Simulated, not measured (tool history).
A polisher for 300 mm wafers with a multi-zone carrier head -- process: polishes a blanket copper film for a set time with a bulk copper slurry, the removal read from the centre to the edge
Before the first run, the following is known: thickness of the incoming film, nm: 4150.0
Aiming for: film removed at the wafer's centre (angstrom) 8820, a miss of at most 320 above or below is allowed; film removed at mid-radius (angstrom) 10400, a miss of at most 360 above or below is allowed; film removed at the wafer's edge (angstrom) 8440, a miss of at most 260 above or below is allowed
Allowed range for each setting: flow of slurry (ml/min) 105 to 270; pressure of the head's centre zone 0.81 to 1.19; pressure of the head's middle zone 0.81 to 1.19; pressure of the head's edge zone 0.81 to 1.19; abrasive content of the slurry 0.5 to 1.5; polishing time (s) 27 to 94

run,hour,flow of slurry (ml/min),pressure of the head's centre zone,pressure of the head's middle zone,pressure of the head's edge zone,abrasive content of the slurry,polishing time (s),film removed at the wafer's centre (angstrom),film removed at mid-radius (angstrom),film removed at the wafer's edge (angstrom)
1,0,175,1,1,1,1,60,6680.2,6901.9,6804.4
2,6.7,195,1.01,1.06,1,1.15,61,7343.4,7598.4,7261.7
3,14.7,200,0.99,1.1,0.96,1.2,64,7522,8387,7454.8
4,19,220,0.99,1.1,0.96,1.2,64,7614.7,8575.2,7593.6
5,24.8,220,0.99,1.1,0.96,1.2,74,8757.8,9921.2,8788.4
6,28,220,0.99,1.1,0.96,1.2,62,7467.1,8376.2,7230.8
7,36.1,230,0.99,1.13,0.97,1.3,63,7807.7,8916.8,7654.8
8,41.5,240,0.99,1.15,0.97,1.35,64,7915.3,9126.9,7826.3
9,43.4,240,0.99,1.15,0.97,1.35,64,7853.7,9088.5,7746.7
10,44.1,245,1,1.16,0.96,1.4,66,8408.6,9832.8,8042
11,51.6,245,1,1.17,0.97,1.45,66,8327,9764.9,8272.9
12,60.5,250,1,1.18,0.96,1.45,66,8455.8,10042,8129.1

Consider the 4 candidate settings below. Which is the only one whose results all fall within their allowed miss of target?
A,69.4,265,1.07,1.19,0.94,1.5,68,?,?,?
B,69.4,265,1.03,1.14,0.94,1.45,63,?,?,?
C,69.4,265,1.07,1.18,0.93,1.45,69,?,?,?
D,69.4,265,0.99,1.18,0.9,1.35,70,?,?,?

move,film removed at the wafer's centre (angstrom),film removed at mid-radius (angstrom),film removed at the wafer's edge (angstrom)
A,9564.1,10345,8585.9
B,8457.5,9165.1,7897.6
C,9628.1,10339,8610.1
D,8884.3,10322,8487
A: gets the furthest-off result to its target, but another result is out of tolerance
B: misses by more than the last run did
C: gets the furthest-off result to its target, but another result is out of tolerance
D: every result lands within tolerance
D meets every target.
